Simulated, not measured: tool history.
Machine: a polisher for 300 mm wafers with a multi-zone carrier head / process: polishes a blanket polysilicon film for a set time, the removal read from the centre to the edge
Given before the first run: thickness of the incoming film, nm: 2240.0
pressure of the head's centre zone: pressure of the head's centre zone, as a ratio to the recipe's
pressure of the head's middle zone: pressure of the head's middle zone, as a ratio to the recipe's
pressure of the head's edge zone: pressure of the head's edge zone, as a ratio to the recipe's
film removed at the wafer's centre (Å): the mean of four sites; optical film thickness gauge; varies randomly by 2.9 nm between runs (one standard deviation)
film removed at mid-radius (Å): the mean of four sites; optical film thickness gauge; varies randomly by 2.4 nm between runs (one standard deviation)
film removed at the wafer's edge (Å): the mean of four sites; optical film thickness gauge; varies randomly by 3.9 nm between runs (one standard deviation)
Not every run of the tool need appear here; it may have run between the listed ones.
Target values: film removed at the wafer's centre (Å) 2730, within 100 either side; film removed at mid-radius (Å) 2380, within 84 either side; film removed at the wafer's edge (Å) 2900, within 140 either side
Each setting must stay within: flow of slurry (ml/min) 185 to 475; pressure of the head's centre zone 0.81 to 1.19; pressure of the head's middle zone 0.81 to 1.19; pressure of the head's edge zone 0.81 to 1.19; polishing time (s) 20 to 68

| run | hour | flow of slurry (ml/min) | pressure of the head's centre zone | pressure of the head's middle zone | pressure of the head's edge zone | polishing time (s) | film removed at the wafer's centre (Å) | film removed at mid-radius (Å) | film removed at the wafer's edge (Å) |
|---|---|---|---|---|---|---|---|---|---|
| 1 | 0 | 305 | 1 | 1 | 1 | 44 | 3893.6 | 3932 | 3800.8 |
| 2 | 6.6 | 295 | 0.99 | 0.95 | 1.02 | 40 | 3421.1 | 3374.6 | 3483.9 |
| 3 | 13.3 | 295 | 0.92 | 0.95 | 1.02 | 40 | 3220.6 | 3409.2 | 3508.3 |
| 4 | 18.6 | 295 | 0.88 | 0.95 | 1.02 | 40 | 3080.4 | 3442.8 | 3633.8 |
| 5 | 25 | 290 | 0.91 | 0.91 | 1.04 | 38 | 2973.8 | 3099.1 | 3445.6 |
| 6 | 32.9 | 290 | 0.91 | 0.91 | 1.04 | 31 | 2460.9 | 2521.2 | 2821.4 |
| 7 | 40.3 | 295 | 0.94 | 0.89 | 1.05 | 31 | 2580.9 | 2494 | 2756 |
| 8 | 48.1 | 285 | 0.95 | 0.87 | 1.07 | 31 | 2515.7 | 2434.1 | 2849.9 |
| 9 | 56.9 | 290 | 0.97 | 0.86 | 1.08 | 31 | 2621.4 | 2416.6 | 2897.4 |

Which single option among these 5 for the next run brings every result within its allowed miss of target? Just one does.
| A | 65.7 | 185 | 0.85 | 0.81 | 1.19 | 35 | ? | ? | ? |
| B | 65.7 | 345 | 0.89 | 0.91 | 1.1 | 31 | ? | ? | ? |
| C | 65.7 | 270 | 1.01 | 0.84 | 1.12 | 31 | ? | ? | ? |
| D | 65.7 | 280 | 0.93 | 0.86 | 1.08 | 32 | ? | ? | ? |
| E | 65.7 | 275 | 0.87 | 0.88 | 1.04 | 32 | ? | ? | ? |

| move | film removed at the wafer's centre (Å) | film removed at mid-radius (Å) | film removed at the wafer's edge (Å) |
|---|---|---|---|
| A | 2482.6 | 2554.7 | 3317.3 |
| B | 2427.5 | 2595.6 | 2919.2 |
| C | 2704.8 | 2395.5 | 2910.5 |
| D | 2577.1 | 2526.2 | 2954.8 |
| E | 2406.3 | 2569.5 | 2896.3 |
A: the biggest miss grows against the last run
B: the biggest miss grows against the last run
C: every result lands within tolerance
D: the biggest miss grows against the last run
E: the biggest miss grows against the last run
The move that meets every target is C.
